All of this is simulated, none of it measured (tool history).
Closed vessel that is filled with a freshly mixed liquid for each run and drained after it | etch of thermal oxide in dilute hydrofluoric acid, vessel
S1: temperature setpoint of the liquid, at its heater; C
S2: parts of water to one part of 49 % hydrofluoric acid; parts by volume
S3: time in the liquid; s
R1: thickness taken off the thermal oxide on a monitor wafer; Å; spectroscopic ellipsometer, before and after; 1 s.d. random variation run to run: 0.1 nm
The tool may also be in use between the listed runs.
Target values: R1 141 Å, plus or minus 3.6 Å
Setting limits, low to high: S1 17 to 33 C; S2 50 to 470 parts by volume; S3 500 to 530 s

{"run": 1, "hour": 0.0, "S1": 25, "S2": 260, "S3": 500, "R1": 80.528}
{"run": 2, "hour": 1.3, "S1": 25, "S2": 330, "S3": 500, "R1": 59.515}
{"run": 3, "hour": 4.1, "S1": 26, "S2": 315, "S3": 500, "R1": 65.146}
{"run": 4, "hour": 11.4, "S1": 26, "S2": 395, "S3": 500, "R1": 48.296}
{"run": 5, "hour": 19.1, "S1": 26, "S2": 395, "S3": 500, "R1": 48.758}
{"run": 6, "hour": 23.7, "S1": 26, "S2": 395, "S3": 530, "R1": 51.555}
{"run": 7, "hour": 25.5, "S1": 26.5, "S2": 375, "S3": 530, "R1": 54.78}
{"run": 8, "hour": 26.5, "S1": 26.5, "S2": 350, "S3": 530, "R1": 61.459}
{"run": 9, "hour": 27.2, "S1": 27, "S2": 330, "S3": 530, "R1": 67.326}
{"run": 10, "hour": 34.6, "S1": 27.5, "S2": 310, "S3": 530, "R1": 74.061}
{"run": 11, "hour": 37.6, "S1": 27.5, "S2": 310, "S3": 530, "R1": 74.937}
{"run": 12, "hour": 42.6, "S1": 28, "S2": 295, "S3": 530, "R1": 80.299}
{"run": 13, "hour": 51.0, "S1": 28.5, "S2": 280, "S3": 530, "R1": 87.484}
{"run": 14, "hour": 54.3, "S1": 29, "S2": 270, "S3": 530, "R1": 93.063}
{"run": 15, "hour": 58.8, "S1": 29.5, "S2": 260, "S3": 530, "R1": 100.48}
{"run": 16, "hour": 61.1, "S1": 30, "S2": 255, "S3": 530, "R1": 103.52}
{"run": 17, "hour": 62.2, "S1": 30.5, "S2": 250, "S3": 530, "R1": 107.72}
{"run": 18, "hour": 66.8, "S1": 31, "S2": 245, "S3": 530, "R1": 114.15}
{"run": 19, "hour": 70.4, "S1": 31, "S2": 240, "S3": 530, "R1": 116.05}
{"run": 20, "hour": 78.5, "S1": 31, "S2": 240, "S3": 530, "R1": 117.51}
{"run": 21, "hour": 85.7, "S1": 31, "S2": 235, "S3": 530, "R1": 120.67}

Pick the move, out of 5, that brings all results within their allowed miss; only one does.
{"run": "A", "hour": 92.9, "S1": 30, "S2": 185, "S3": 530, "R1": "?"}
{"run": "B", "hour": 92.9, "S1": 33, "S2": 215, "S3": 520, "R1": "?"}
{"run": "C", "hour": 92.9, "S1": 25.5, "S2": 215, "S3": 530, "R1": "?"}
{"run": "D", "hour": 92.9, "S1": 33, "S2": 230, "S3": 530, "R1": "?"}
{"run": "E", "hour": 92.9, "S1": 32.5, "S2": 200, "S3": 530, "R1": "?"}

move=A R1=155.96
move=B R1=140.36
move=C R1=110.46
move=D R1=131.21
move=E R1=154.2
A: moves the result that the last run missed by most past its target, out the other side
B: all results in spec
C: further off than the last run
D: nearer than the last run, and not there yet
E: moves the result that the last run missed by most past its target, out the other side
Answer: B
